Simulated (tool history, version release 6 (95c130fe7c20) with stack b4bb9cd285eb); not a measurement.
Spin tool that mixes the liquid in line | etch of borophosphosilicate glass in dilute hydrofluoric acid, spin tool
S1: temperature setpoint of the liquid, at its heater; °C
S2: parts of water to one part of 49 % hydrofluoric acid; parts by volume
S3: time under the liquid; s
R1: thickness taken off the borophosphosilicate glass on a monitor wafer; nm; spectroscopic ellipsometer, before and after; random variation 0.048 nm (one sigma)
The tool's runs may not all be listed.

run 1 hour=0.0 | S1=24.0 S2=145 S3=80 | R1=29.447
run 2 hour=6.7 | S1=26.0 S2=145 S3=80 | R1=31.897
run 3 hour=15.1 | S1=26.0 S2=145 S3=80 | R1=31.936
run 4 hour=20.6 | S1=26.0 S2=170 S3=80 | R1=26.390
run 5 hour=24.3 | S1=24.5 S2=180 S3=80 | R1=23.111
run 6 hour=25.8 | S1=23.0 S2=190 S3=80 | R1=20.570
run 7 hour=27.1 | S1=22.0 S2=195 S3=80 | R1=19.093
run 8 hour=28.6 | S1=21.0 S2=200 S3=80 | R1=17.918
run 9 hour=32.9 | S1=20.5 S2=205 S3=80 | R1=17.072
run 10 hour=37.2 | S1=20.0 S2=210 S3=80 | R1=16.303

Forecast run 11:
-- hour=38.4 hydrofluoric acid flow meter replaced
run 11 hour=38.4 | S1=19.5 S2=215 S3=80 | R1=?

{"run 11": {"R1": 17.519}}
